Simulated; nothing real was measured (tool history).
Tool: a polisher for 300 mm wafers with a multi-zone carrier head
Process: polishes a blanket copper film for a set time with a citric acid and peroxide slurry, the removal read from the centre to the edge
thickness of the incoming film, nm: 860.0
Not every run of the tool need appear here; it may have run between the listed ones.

run,day,flow of slurry (ml/min),pressure of the head's centre zone,pressure of the head's middle zone,pressure of the head's edge zone,abrasive content of the slurry,polishing time (s),film removed at the wafer's centre (nm),film removed at mid-radius (nm),film removed at the wafer's edge (nm)
1,0.000,200,1.00,1.00,1.00,1.00,50,122.300,118.750,115.790
2,0.312,200,1.00,1.00,1.00,0.80,50,114.510,114.630,108.080
3,0.675,195,0.99,0.97,0.97,0.75,47,104.740,101.790,100.100
4,0.867,200,0.99,0.97,0.94,0.70,44,97.682,94.859,90.379
5,1.200,200,0.99,0.97,0.94,0.50,44,88.744,85.282,83.241
6,1.412,200,1.06,0.97,0.94,0.50,44,95.364,86.863,84.549
7,1.575,200,1.03,0.96,0.92,0.50,42,89.569,82.811,78.210
8,1.733,190,1.00,0.95,0.90,0.50,41,82.472,80.580,78.050
9,2.042,195,1.00,0.95,0.89,0.50,40,81.418,77.126,74.310
10,2.192,190,0.99,0.95,0.87,0.50,40,80.771,77.677,71.865
11,2.421,180,0.98,0.94,0.86,0.50,40,79.468,76.174,71.285
12,2.696,145,0.94,0.92,0.83,0.50,39,69.996,69.504,67.641
13,2.892,155,0.94,0.92,0.83,0.50,39,71.728,70.084,66.121
14,3.012,155,0.94,0.92,0.83,0.50,39,71.204,71.119,67.202

Run 15 is up next; what results do you expect?
15,3.138,160,0.94,0.92,0.83,0.50,39,?,?,?

film removed at the wafer's centre (nm): 72.025
film removed at mid-radius (nm): 72.257
film removed at the wafer's edge (nm): 69.006
